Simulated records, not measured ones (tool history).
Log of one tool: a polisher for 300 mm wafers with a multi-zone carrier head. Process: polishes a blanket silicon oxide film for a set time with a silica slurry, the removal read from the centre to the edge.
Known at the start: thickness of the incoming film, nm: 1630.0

run,hour,flow of slurry (ml/min),pressure of the head's centre zone,pressure of the head's middle zone,pressure of the head's edge zone,abrasive content of the slurry,polishing time (s),film removed at the wafer's centre (angstrom),film removed at mid-radius (angstrom),film removed at the wafer's edge (angstrom)
1,0.0,235,1.00,1.00,1.00,1.0,41,1078.5,1134.4,1102.8
2,6.7,235,1.00,1.00,1.00,1.2,41,1175.6,1212.4,1164.3
3,15.0,235,1.00,0.93,1.00,1.2,41,1166.9,1154.1,1194.4
4,20.7,235,1.00,0.93,1.08,1.2,41,1149.9,1149.2,1231.5
5,24.4,245,1.01,0.97,1.07,1.2,41,1213.4,1180.1,1239.0
6,32.7,245,1.01,1.01,1.05,1.2,41,1198.9,1207.6,1207.0

Run 7 comes next. What will it give?
7,33.3,245,1.01,1.04,1.04,1.2,41,?,?,?

Run 7 gave film removed at the wafer's centre (angstrom) 1176.5, film removed at mid-radius (angstrom) 1250.3, film removed at the wafer's edge (angstrom) 1199.0.
